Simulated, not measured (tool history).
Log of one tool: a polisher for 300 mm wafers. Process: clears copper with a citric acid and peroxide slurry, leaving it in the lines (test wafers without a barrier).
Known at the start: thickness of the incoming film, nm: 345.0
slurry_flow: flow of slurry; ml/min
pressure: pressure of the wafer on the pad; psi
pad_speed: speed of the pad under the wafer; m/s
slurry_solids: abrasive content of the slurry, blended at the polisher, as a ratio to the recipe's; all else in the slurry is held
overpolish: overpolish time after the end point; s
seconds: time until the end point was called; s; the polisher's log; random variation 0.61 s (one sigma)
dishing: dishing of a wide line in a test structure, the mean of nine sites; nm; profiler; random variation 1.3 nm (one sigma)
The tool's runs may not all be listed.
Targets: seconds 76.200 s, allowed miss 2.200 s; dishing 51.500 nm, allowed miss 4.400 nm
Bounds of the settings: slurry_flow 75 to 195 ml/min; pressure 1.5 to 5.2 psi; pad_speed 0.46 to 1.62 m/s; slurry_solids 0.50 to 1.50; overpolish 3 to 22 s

| run | hour | slurry_flow | pressure | pad_speed | slurry_solids | overpolish | seconds | dishing |
|---|---|---|---|---|---|---|---|---|
| 1 | 0.0 | 125 | 3.3 | 1.04 | 1.00 | 11 | 146.700 | 17.508 |
| 2 | 5.0 | 125 | 3.3 | 1.04 | 1.10 | 11 | 144.420 | 17.471 |
| 3 | 9.1 | 150 | 3.3 | 1.04 | 1.10 | 11 | 137.550 | 18.761 |
| 4 | 17.2 | 155 | 3.7 | 1.04 | 1.10 | 12 | 125.690 | 21.841 |
| 5 | 23.7 | 180 | 3.7 | 1.04 | 1.10 | 12 | 121.350 | 22.131 |
| 6 | 25.4 | 180 | 4.0 | 1.06 | 1.10 | 13 | 113.240 | 26.355 |
| 7 | 30.0 | 180 | 4.2 | 1.08 | 1.10 | 14 | 105.590 | 29.629 |
| 8 | 38.8 | 180 | 4.4 | 1.10 | 1.10 | 15 | 101.060 | 31.480 |
| 9 | 44.0 | 180 | 4.6 | 1.12 | 1.10 | 16 | 97.228 | 35.799 |
| 10 | 50.0 | 180 | 4.7 | 1.14 | 1.10 | 16 | 92.457 | 36.434 |
| 11 | 52.2 | 180 | 4.8 | 1.16 | 1.10 | 17 | 89.436 | 41.513 |
| 12 | 59.8 | 190 | 5.2 | 1.20 | 1.10 | 18 | 79.747 | 47.084 |

5 next moves are on the table. One of them brings every result within its allowed miss. Which?
| A | 67.4 | 195 | 4.9 | 1.36 | 1.00 | 18 | ? | ? |
| B | 67.4 | 195 | 5.2 | 1.24 | 1.20 | 14 | ? | ? |
| C | 67.4 | 185 | 5.0 | 1.22 | 0.85 | 16 | ? | ? |
| D | 67.4 | 150 | 5.2 | 1.28 | 1.30 | 14 | ? | ? |
| E | 67.4 | 195 | 5.2 | 1.18 | 1.15 | 21 | ? | ? |

| move | seconds | dishing |
|---|---|---|
| A | 75.435 | 50.690 |
| B | 76.489 | 40.397 |
| C | 85.530 | 41.127 |
| D | 77.290 | 40.026 |
| E | 80.871 | 54.585 |
A: meets every target
B: brings the result that was furthest off to its target, and leaves another outside
C: further off than the last run
D: brings the result that was furthest off to its target, and leaves another outside
E: further off than the last run
The right move is A.
